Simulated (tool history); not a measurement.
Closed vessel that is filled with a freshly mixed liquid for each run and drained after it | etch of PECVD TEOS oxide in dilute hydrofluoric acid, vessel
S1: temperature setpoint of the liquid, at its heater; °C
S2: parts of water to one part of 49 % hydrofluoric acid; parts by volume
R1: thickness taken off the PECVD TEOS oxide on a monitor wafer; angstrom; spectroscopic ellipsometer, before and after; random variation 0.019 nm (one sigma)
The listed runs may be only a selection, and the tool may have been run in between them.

run 1 hour=0 | S1=22 S2=150 time_in_the_liquid_(s)=30 | R1=26.532
run 2 hour=2 | S1=22 S2=95 time_in_the_liquid_(s)=30 | R1=45.137
run 3 hour=9.2 | S1=22 S2=95 time_in_the_liquid_(s)=30 | R1=45.316
run 4 hour=15.4 | S1=21 S2=95 time_in_the_liquid_(s)=30 | R1=43.185
run 5 hour=23.4 | S1=20.5 S2=95 time_in_the_liquid_(s)=30 | R1=42.644
run 6 hour=28.1 | S1=20 S2=95 time_in_the_liquid_(s)=30 | R1=41.607
run 7 hour=30.5 | S1=19.5 S2=95 time_in_the_liquid_(s)=30 | R1=40.662

Run 8, settings as shown, results not yet in. Your forecast:
run 8 hour=34.7 | S1=19 S2=95 time_in_the_liquid_(s)=30 | R1=?

Run 8 came out at R1 40.121 angstrom.
